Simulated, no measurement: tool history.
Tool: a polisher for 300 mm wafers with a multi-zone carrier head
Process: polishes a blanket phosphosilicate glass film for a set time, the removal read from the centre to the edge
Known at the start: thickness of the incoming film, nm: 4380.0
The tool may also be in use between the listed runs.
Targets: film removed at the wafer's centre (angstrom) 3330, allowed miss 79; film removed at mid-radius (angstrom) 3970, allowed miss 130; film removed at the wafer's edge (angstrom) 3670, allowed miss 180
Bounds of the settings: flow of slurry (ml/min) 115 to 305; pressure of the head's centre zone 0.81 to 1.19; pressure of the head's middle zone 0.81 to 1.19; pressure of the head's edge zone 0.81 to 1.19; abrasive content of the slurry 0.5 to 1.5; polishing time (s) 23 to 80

| run | hour | flow of slurry (ml/min) | pressure of the head's centre zone | pressure of the head's middle zone | pressure of the head's edge zone | abrasive content of the slurry | polishing time (s) | film removed at the wafer's centre (angstrom) | film removed at mid-radius (angstrom) | film removed at the wafer's edge (angstrom) |
|---|---|---|---|---|---|---|---|---|---|---|
| 1 | 0 | 195 | 1 | 1 | 1 | 1 | 51 | 2612.5 | 2656.6 | 2733.3 |
| 2 | 2.3 | 205 | 1 | 1.04 | 1.03 | 1.1 | 51 | 2654.8 | 2805.8 | 2837.2 |
| 3 | 5.9 | 205 | 1.05 | 1.04 | 1.03 | 1.1 | 51 | 2833.2 | 2893.7 | 2781.8 |
| 4 | 13.9 | 205 | 1.05 | 1.04 | 0.97 | 1.1 | 51 | 2833.7 | 2885.5 | 2715.1 |
| 5 | 21.8 | 210 | 1.04 | 1.07 | 1 | 1.2 | 52 | 2972.9 | 3110.4 | 2904.5 |
| 6 | 28.8 | 215 | 1.03 | 1.1 | 1.03 | 1.25 | 53 | 3048.4 | 3286.2 | 3115.9 |
| 7 | 36.7 | 225 | 1.02 | 1.12 | 1.03 | 1.3 | 53 | 3100.8 | 3374.7 | 3068.1 |
| 8 | 42.2 | 210 | 1.01 | 1.13 | 1.04 | 1.35 | 54 | 3111.3 | 3478.5 | 3178.9 |

Which of these 5 next moves meets every target?
| A | 47.7 | 195 | 1.17 | 0.97 | 0.98 | 1.5 | 49 | ? | ? | ? |
| B | 47.7 | 210 | 0.95 | 1.13 | 1.05 | 1.35 | 61 | ? | ? | ? |
| C | 47.7 | 255 | 1.02 | 0.81 | 1.16 | 1.35 | 57 | ? | ? | ? |
| D | 47.7 | 205 | 1.03 | 0.97 | 1.08 | 1.45 | 58 | ? | ? | ? |
| E | 47.7 | 260 | 0.84 | 1.16 | 1.11 | 1.25 | 59 | ? | ? | ? |

| move | film removed at the wafer's centre (angstrom) | film removed at mid-radius (angstrom) | film removed at the wafer's edge (angstrom) |
|---|---|---|---|
| A | 3302.3 | 2897.1 | 2892.4 |
| B | 3318.8 | 3991.2 | 3613.9 |
| C | 3372.2 | 2898.8 | 3618.1 |
| D | 3461.3 | 3412.5 | 3566.3 |
| E | 2869 | 3931.1 | 3558.6 |
A: further off than the last run
B: meets every target
C: further off than the last run
D: further off than the last run
E: brings the result that was furthest off to its target, and leaves another outside
The right move is B.
